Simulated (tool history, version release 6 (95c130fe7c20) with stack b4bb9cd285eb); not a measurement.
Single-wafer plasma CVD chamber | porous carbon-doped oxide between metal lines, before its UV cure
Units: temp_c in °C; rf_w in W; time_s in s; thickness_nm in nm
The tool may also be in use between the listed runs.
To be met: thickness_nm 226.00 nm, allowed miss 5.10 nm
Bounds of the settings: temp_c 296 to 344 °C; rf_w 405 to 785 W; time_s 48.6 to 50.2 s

| run | hour | temp_c | rf_w | time_s | thickness_nm |
|---|---|---|---|---|---|
| 1 | 0.0 | 320 | 595 | 48.6 | 253.67 |
| 2 | 3.4 | 324 | 585 | 48.6 | 243.22 |
| 3 | 5.6 | 324 | 620 | 48.6 | 253.12 |
| 4 | 12.9 | 324 | 620 | 48.6 | 254.08 |
| 5 | 13.9 | 324 | 620 | 50.2 | 260.74 |
| 6 | 19.7 | 328 | 610 | 50.1 | 250.63 |
| 7 | 22.9 | 331 | 605 | 50.1 | 244.62 |
| 8 | 26.0 | 334 | 600 | 50.1 | 240.78 |
| 9 | 30.5 | 336 | 595 | 50.1 | 237.84 |
| 10 | 37.8 | 338 | 590 | 50.1 | 232.21 |
| 11 | 44.2 | 339 | 590 | 50.1 | 232.98 |

5 next moves are on the table. One of them brings every result within its allowed miss. Which?
| A | 50.6 | 316 | 515 | 50.2 | ? |
| B | 50.6 | 340 | 600 | 50.2 | ? |
| C | 50.6 | 344 | 680 | 49.5 | ? |
| D | 50.6 | 326 | 535 | 48.6 | ? |
| E | 50.6 | 339 | 640 | 50.2 | ? |

| move | thickness_nm |
|---|---|
| A | 242.78 |
| B | 234.70 |
| C | 245.36 |
| D | 227.55 |
| E | 245.59 |
A: further off than the last run
B: further off than the last run
C: further off than the last run
D: meets every target
E: further off than the last run
Answer: D
